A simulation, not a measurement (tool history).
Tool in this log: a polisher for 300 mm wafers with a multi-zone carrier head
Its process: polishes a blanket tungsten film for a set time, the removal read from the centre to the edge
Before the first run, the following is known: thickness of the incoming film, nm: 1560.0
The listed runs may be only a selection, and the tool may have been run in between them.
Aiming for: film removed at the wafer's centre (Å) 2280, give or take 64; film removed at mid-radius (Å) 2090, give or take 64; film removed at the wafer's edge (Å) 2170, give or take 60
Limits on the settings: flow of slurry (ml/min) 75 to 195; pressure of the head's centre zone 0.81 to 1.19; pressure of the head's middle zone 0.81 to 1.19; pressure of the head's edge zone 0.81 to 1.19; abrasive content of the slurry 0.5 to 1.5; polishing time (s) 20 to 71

| run | day | flow of slurry (ml/min) | pressure of the head's centre zone | pressure of the head's middle zone | pressure of the head's edge zone | abrasive content of the slurry | polishing time (s) | film removed at the wafer's centre (Å) | film removed at mid-radius (Å) | film removed at the wafer's edge (Å) |
|---|---|---|---|---|---|---|---|---|---|---|
| 1 | 0 | 125 | 1 | 1 | 1 | 1 | 45 | 2411.4 | 2425.9 | 2481.2 |
| 2 | 0.075 | 120 | 1.01 | 0.99 | 0.98 | 1 | 45 | 2418.8 | 2401.4 | 2483.4 |
| 3 | 0.292 | 115 | 1.02 | 0.98 | 0.96 | 0.95 | 45 | 2396.1 | 2359.3 | 2413 |
| 4 | 0.633 | 135 | 1.02 | 0.98 | 0.96 | 0.95 | 45 | 2505 | 2420 | 2451.3 |
| 5 | 0.9 | 130 | 1.02 | 0.97 | 0.94 | 0.9 | 45 | 2403.6 | 2348.8 | 2370 |
| 6 | 1.108 | 100 | 1.02 | 0.97 | 0.94 | 0.9 | 45 | 2307.3 | 2217.7 | 2282.6 |
| 7 | 1.238 | 95 | 1.02 | 0.97 | 0.93 | 0.9 | 45 | 2261.3 | 2206 | 2291.2 |
| 8 | 1.367 | 95 | 1.07 | 0.93 | 0.84 | 0.8 | 45 | 2305.2 | 2062.9 | 2114 |

Below are 4 possible settings for the next run. Only one of them brings all results inside the allowed miss of their targets. Which is it?
| A | 1.496 | 105 | 1.06 | 1.01 | 0.81 | 0.8 | 43 | ? | ? | ? |
| B | 1.496 | 105 | 1.11 | 0.92 | 0.81 | 0.7 | 45 | ? | ? | ? |
| C | 1.496 | 85 | 0.99 | 0.87 | 0.83 | 1.1 | 43 | ? | ? | ? |
| D | 1.496 | 85 | 1.06 | 0.94 | 0.89 | 0.7 | 48 | ? | ? | ? |

| move | film removed at the wafer's centre (Å) | film removed at mid-radius (Å) | film removed at the wafer's edge (Å) |
|---|---|---|---|
| A | 2232.3 | 2157 | 1991.3 |
| B | 2359.1 | 2012.9 | 2012.6 |
| C | 2151.7 | 1982.8 | 2129.8 |
| D | 2280.7 | 2090.1 | 2171.4 |
A: misses by more than the last run did
B: misses by more than the last run did
C: meets the target for the result that was furthest off, but another lies outside its allowed miss
D: every result lands within tolerance
Correct choice: D, which meets every target
